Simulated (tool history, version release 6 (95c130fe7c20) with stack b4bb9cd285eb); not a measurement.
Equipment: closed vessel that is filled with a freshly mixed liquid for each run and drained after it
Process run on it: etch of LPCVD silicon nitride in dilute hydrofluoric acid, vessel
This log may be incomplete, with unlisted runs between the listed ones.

run	hour	temperature setpoint of the liquid (C)	parts of water to one part of 49 % hydrofluoric acid (parts by volume)	time in the liquid (s)	thickness taken off the LPCVD silicon nitride on a monitor wafer (nm)
1	0	20	95	2980	9.8806
2	1.6	19.5	100	2980	9.0256
3	5.9	19	105	2980	8.4116
4	11.6	18.5	110	2980	7.6912
5	14.1	21.5	110	2980	9.3357
6	16.3	20.5	110	2980	8.7709
7	25.3	20	110	2980	8.5078
8	33.9	19.5	110	2980	8.2686

Run 9 has not been measured yet. What should we expect?
9	40.4	19	110	2980	?

Run 9 measured thickness taken off the LPCVD silicon nitride on a monitor wafer (nm) 8.0048.
